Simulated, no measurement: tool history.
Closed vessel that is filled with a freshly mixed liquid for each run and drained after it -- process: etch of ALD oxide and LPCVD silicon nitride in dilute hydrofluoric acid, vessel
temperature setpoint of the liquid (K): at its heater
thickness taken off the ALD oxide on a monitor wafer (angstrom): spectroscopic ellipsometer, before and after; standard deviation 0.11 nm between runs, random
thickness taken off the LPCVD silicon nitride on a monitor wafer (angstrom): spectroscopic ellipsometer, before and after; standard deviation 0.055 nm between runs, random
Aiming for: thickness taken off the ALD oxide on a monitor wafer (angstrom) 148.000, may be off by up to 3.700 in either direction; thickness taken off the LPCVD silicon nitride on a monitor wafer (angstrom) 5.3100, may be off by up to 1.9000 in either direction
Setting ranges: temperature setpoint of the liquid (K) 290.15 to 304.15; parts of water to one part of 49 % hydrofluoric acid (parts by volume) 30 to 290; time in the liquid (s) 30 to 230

run,hour,temperature setpoint of the liquid (K),parts of water to one part of 49 % hydrofluoric acid (parts by volume),time in the liquid (s),thickness taken off the ALD oxide on a monitor wafer (angstrom),thickness taken off the LPCVD silicon nitride on a monitor wafer (angstrom)
1,0.0,296.15,160,120,70.262,3.4265
2,8.2,296.15,190,120,58.414,2.7365
3,16.5,293.65,190,120,52.965,2.1267
4,23.5,295.65,190,120,56.382,2.4939
5,28.3,295.65,140,120,81.626,3.8294
6,31.4,292.65,140,120,71.306,3.3128
7,37.3,295.15,130,120,87.432,4.4825
8,40.3,296.65,125,120,96.549,4.5790
9,49.6,298.15,120,120,106.800,4.6745
10,50.4,299.65,120,120,113.440,5.8970
11,53.5,300.65,115,120,124.010,6.9949
12,57.6,301.65,90,120,169.760,9.0055
13,59.4,300.65,90,120,162.230,8.6234
14,64.6,300.65,90,120,162.970,8.8660

4 candidate next runs follow, results not yet known. Just one meets every target within its allowed miss. Identify it.
A,69.8,290.15,80,175,?,?
B,69.8,290.15,85,155,?,?
C,69.8,290.15,110,195,?,?
D,69.8,291.15,85,140,?,?

move,thickness taken off the ALD oxide on a monitor wafer (angstrom),thickness taken off the LPCVD silicon nitride on a monitor wafer (angstrom)
A,178.540,6.0554
B,148.040,5.0573
C,140.210,4.9564
D,139.500,4.8983
A: moves away from the targets compared with the last run
B: all results in spec
C: moves the result that the last run missed by most past its target, out the other side
D: moves the result that the last run missed by most past its target, out the other side
So the answer is move B, the one that meets all the targets.
